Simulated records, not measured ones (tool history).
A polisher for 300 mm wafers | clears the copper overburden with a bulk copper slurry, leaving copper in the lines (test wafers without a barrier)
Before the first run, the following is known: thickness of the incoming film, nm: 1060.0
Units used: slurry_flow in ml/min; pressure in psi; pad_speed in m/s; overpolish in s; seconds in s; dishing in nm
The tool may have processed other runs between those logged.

run 1 hour=0.0 | slurry_flow=205 pressure=2.3 pad_speed=1.38 slurry_solids=1.00 overpolish=10 | seconds=111.88 dishing=59.356
run 2 hour=3.6 | slurry_flow=205 pressure=1.9 pad_speed=1.22 slurry_solids=1.00 overpolish=8 | seconds=147.20 dishing=39.974
run 3 hour=10.1 | slurry_flow=175 pressure=1.9 pad_speed=1.22 slurry_solids=1.00 overpolish=8 | seconds=148.85 dishing=39.894
run 4 hour=14.2 | slurry_flow=175 pressure=1.9 pad_speed=1.22 slurry_solids=1.15 overpolish=8 | seconds=145.01 dishing=39.899
run 5 hour=17.5 | slurry_flow=130 pressure=1.9 pad_speed=1.22 slurry_solids=1.15 overpolish=8 | seconds=150.47 dishing=39.028
run 6 hour=25.2 | slurry_flow=135 pressure=1.6 pad_speed=1.06 slurry_solids=1.25 overpolish=6 | seconds=190.59 dishing=24.999
run 7 hour=27.5 | slurry_flow=140 pressure=1.4 pad_speed=1.00 slurry_solids=1.25 overpolish=6 | seconds=223.52 dishing=21.197

Forecast run 8:
run 8 hour=30.3 | slurry_flow=145 pressure=1.3 pad_speed=0.98 slurry_solids=1.25 overpolish=6 | seconds=? dishing=?

{"run 8": {"seconds": 241.81, "dishing": 20.136}}

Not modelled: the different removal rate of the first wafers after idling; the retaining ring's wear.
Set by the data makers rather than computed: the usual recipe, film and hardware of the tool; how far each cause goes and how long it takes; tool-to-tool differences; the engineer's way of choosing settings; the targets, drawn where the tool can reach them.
